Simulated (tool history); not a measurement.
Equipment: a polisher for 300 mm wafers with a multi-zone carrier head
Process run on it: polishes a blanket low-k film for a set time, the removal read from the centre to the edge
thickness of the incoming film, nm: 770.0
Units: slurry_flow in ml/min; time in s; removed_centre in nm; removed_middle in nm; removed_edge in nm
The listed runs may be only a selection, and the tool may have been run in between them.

Run 1, hour 0.0: slurry_flow 175 ml/min, centre_zone 1.00, middle_zone 1.00, edge_zone 1.00, slurry_solids 1.00, time 44 s. Result: removed_centre 17.828 nm, removed_middle 17.468 nm, removed_edge 17.827 nm.
Run 2, hour 7.8: slurry_flow 175 ml/min, centre_zone 0.94, middle_zone 1.00, edge_zone 1.00, slurry_solids 1.00, time 44 s. Result: removed_centre 16.640 nm, removed_middle 17.843 nm, removed_edge 17.968 nm.
Run 3, hour 9.4: slurry_flow 175 ml/min, centre_zone 0.94, middle_zone 1.00, edge_zone 1.05, slurry_solids 1.00, time 44 s. Result: removed_centre 16.595 nm, removed_middle 17.563 nm, removed_edge 18.605 nm.
Run 4, hour 10.4: slurry_flow 170 ml/min, centre_zone 0.93, middle_zone 0.98, edge_zone 1.02, slurry_solids 0.90, time 43 s. Result: removed_centre 15.086 nm, removed_middle 15.779 nm, removed_edge 16.519 nm.
Run 5, hour 15.9: slurry_flow 165 ml/min, centre_zone 0.91, middle_zone 0.96, edge_zone 0.99, slurry_solids 0.85, time 43 s. Result: removed_centre 14.142 nm, removed_middle 15.057 nm, removed_edge 15.725 nm.
Run 6, hour 16.7: slurry_flow 205 ml/min, centre_zone 0.91, middle_zone 0.96, edge_zone 0.99, slurry_solids 0.85, time 43 s. Result: removed_centre 14.658 nm, removed_middle 15.415 nm, removed_edge 15.961 nm.
Run 7, hour 22.8: slurry_flow 205 ml/min, centre_zone 0.90, middle_zone 0.94, edge_zone 0.96, slurry_solids 0.80, time 43 s. Result: removed_centre 13.758 nm, removed_middle 14.827 nm, removed_edge 15.595 nm.
Run 8, hour 29.4: slurry_flow 200 ml/min, centre_zone 0.91, middle_zone 0.94, edge_zone 0.94, slurry_solids 0.75, time 42 s. Result: removed_centre 13.065 nm, removed_middle 13.348 nm, removed_edge 13.772 nm.
Run 9, hour 35.2: slurry_flow 195 ml/min, centre_zone 0.90, middle_zone 0.93, edge_zone 0.92, slurry_solids 0.75, time 42 s. Result: removed_centre 12.777 nm, removed_middle 13.556 nm, removed_edge 14.208 nm.
Run 10, hour 36.5: slurry_flow 195 ml/min, centre_zone 0.90, middle_zone 0.93, edge_zone 0.91, slurry_solids 0.70, time 42 s. Result: removed_centre 12.407 nm, removed_middle 12.629 nm, removed_edge 13.458 nm.
Run 11, hour 42.4: slurry_flow 195 ml/min, centre_zone 0.90, middle_zone 0.94, edge_zone 0.89, slurry_solids 0.65, time 42 s. Result: removed_centre 11.285 nm, removed_middle 12.049 nm, removed_edge 12.232 nm.
Run 12, hour 47.7: slurry_flow 190 ml/min, centre_zone 0.91, middle_zone 0.94, edge_zone 0.88, slurry_solids 0.65, time 42 s. Result: removed_centre 11.645 nm, removed_middle 11.665 nm, removed_edge 12.177 nm.

Run 13 is up next; what results do you expect?
Run 13, hour 48.4: slurry_flow 185 ml/min, centre_zone 0.91, middle_zone 0.95, edge_zone 0.87, slurry_solids 0.65, time 42 s. Result: removed_centre ?, removed_middle ?, removed_edge ?.

Logged for run 13: removed_centre 11.565 nm, removed_middle 12.125 nm, removed_edge 12.168 nm.
